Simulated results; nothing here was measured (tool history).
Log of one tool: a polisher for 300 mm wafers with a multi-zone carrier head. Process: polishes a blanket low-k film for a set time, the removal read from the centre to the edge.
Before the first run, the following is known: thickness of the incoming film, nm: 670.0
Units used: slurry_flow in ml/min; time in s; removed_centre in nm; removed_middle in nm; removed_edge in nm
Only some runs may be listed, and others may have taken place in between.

Run 1, hour 0.0: slurry_flow 255 ml/min, centre_zone 1.00, middle_zone 1.00, edge_zone 1.00, slurry_solids 1.00, time 71 s. Result: removed_centre 25.381 nm, removed_middle 25.649 nm, removed_edge 24.565 nm.
Run 2, hour 8.2: slurry_flow 255 ml/min, centre_zone 1.00, middle_zone 0.96, edge_zone 1.00, slurry_solids 1.00, time 71 s. Result: removed_centre 25.268 nm, removed_middle 24.793 nm, removed_edge 24.382 nm.
Run 3, hour 9.4: slurry_flow 310 ml/min, centre_zone 1.00, middle_zone 0.96, edge_zone 1.00, slurry_solids 1.00, time 71 s. Result: removed_centre 25.830 nm, removed_middle 25.893 nm, removed_edge 24.578 nm.
Run 4, hour 14.2: slurry_flow 310 ml/min, centre_zone 1.00, middle_zone 0.96, edge_zone 1.00, slurry_solids 1.15, time 71 s. Result: removed_centre 28.070 nm, removed_middle 27.439 nm, removed_edge 27.046 nm.
Run 5, hour 22.7: slurry_flow 275 ml/min, centre_zone 1.02, middle_zone 0.93, edge_zone 1.04, slurry_solids 1.05, time 68 s. Result: removed_centre 25.355 nm, removed_middle 24.071 nm, removed_edge 24.851 nm.
At hour 28.7: edge zone pressure recalibrated.
Run 6, hour 28.7: slurry_flow 275 ml/min, centre_zone 1.02, middle_zone 0.87, edge_zone 1.04, slurry_solids 1.05, time 68 s. Result: removed_centre 25.607 nm, removed_middle 22.706 nm, removed_edge 25.110 nm.
Run 7, hour 32.2: slurry_flow 250 ml/min, centre_zone 1.04, middle_zone 0.86, edge_zone 1.05, slurry_solids 0.95, time 66 s. Result: removed_centre 23.675 nm, removed_middle 20.315 nm, removed_edge 22.833 nm.
Run 8, hour 33.8: slurry_flow 235 ml/min, centre_zone 1.05, middle_zone 0.85, edge_zone 1.06, slurry_solids 0.85, time 65 s. Result: removed_centre 21.624 nm, removed_middle 18.263 nm, removed_edge 21.588 nm.

Expected results for the next run?
Run 9, hour 40.8: slurry_flow 225 ml/min, centre_zone 1.05, middle_zone 0.84, edge_zone 1.04, slurry_solids 0.80, time 65 s. Result: removed_centre ?, removed_middle ?, removed_edge ?.

{"run 9": {"removed_centre": 20.705, "removed_middle": 17.431, "removed_edge": 19.845}}

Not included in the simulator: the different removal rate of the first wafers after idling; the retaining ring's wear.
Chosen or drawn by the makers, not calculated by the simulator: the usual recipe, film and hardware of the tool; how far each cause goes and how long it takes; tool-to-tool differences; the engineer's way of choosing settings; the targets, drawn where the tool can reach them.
